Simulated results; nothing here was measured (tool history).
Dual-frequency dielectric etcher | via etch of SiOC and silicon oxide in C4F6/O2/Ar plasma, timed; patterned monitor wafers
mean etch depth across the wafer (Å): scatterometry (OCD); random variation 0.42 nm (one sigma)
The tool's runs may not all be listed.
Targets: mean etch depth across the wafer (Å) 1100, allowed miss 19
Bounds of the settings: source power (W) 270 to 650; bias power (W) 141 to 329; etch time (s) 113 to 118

run,day,source power (W),bias power (W),etch time (s),mean etch depth across the wafer (Å)
1,0,460,235,113,1366.9
2,0.229,420,225,113,1286.1
3,0.558,420,262,113,1356.1
4,0.838,420,262,113,1360.4
5,1.146,420,262,113,1362.9
6,1.471,470,262,113,1427
7,1.729,430,251,113,1359.2
8,2.017,400,242,113,1285.1
9,2.125,370,240,113,1246.3
10,2.4,350,237,113,1209.2
11,2.658,330,236,113,1173.5
12,2.896,320,235,113,1153.2
13,3.196,310,235,113,1132.9

Which of these 4 next moves meets every target?
A,3.496,300,207,115.5,?
B,3.496,270,210,115.5,?
C,3.496,270,231,114.5,?
D,3.496,290,197,113.5,?

move,mean etch depth across the wafer (Å)
A,1087.6
B,1037.7
C,1064.4
D,1033
A: meets every target
B: takes the result that was furthest off past its target
C: takes the result that was furthest off past its target
D: takes the result that was furthest off past its target
Answer: A

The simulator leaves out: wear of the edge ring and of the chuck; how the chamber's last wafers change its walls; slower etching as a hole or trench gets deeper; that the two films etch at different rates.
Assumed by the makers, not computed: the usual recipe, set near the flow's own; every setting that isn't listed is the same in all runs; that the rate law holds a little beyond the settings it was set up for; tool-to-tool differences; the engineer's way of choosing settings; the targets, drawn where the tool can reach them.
